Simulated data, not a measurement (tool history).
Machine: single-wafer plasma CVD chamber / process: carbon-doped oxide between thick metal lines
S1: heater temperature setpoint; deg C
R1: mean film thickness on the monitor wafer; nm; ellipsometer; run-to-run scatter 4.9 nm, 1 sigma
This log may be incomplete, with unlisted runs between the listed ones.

Run 1, hour 0.0: S1 335 deg C, chamber pressure (Pa) 535, RF power (kW) 0.655, deposition time (s) 297. Result: R1 1704.4 nm.
Run 2, hour 8.4: S1 335 deg C, chamber pressure (Pa) 535, RF power (kW) 0.575, deposition time (s) 297. Result: R1 1589.3 nm.
Run 3, hour 17.4: S1 335 deg C, chamber pressure (Pa) 535, RF power (kW) 0.575, deposition time (s) 307. Result: R1 1637.7 nm.
Run 4, hour 23.8: S1 335 deg C, chamber pressure (Pa) 535, RF power (kW) 0.645, deposition time (s) 307. Result: R1 1759.1 nm.
Run 5, hour 25.7: S1 335 deg C, chamber pressure (Pa) 535, RF power (kW) 0.645, deposition time (s) 297. Result: R1 1703.1 nm.
Run 6, hour 31.6: S1 335 deg C, chamber pressure (Pa) 571, RF power (kW) 0.645, deposition time (s) 297. Result: R1 1718.4 nm.

Estimate the outcome of run 7 from the log above:
Run 7, hour 39.3: S1 339 deg C, chamber pressure (Pa) 519, RF power (kW) 0.635, deposition time (s) 297. Result: R1 ?.

Run 7 measured R1 1658.3 nm.

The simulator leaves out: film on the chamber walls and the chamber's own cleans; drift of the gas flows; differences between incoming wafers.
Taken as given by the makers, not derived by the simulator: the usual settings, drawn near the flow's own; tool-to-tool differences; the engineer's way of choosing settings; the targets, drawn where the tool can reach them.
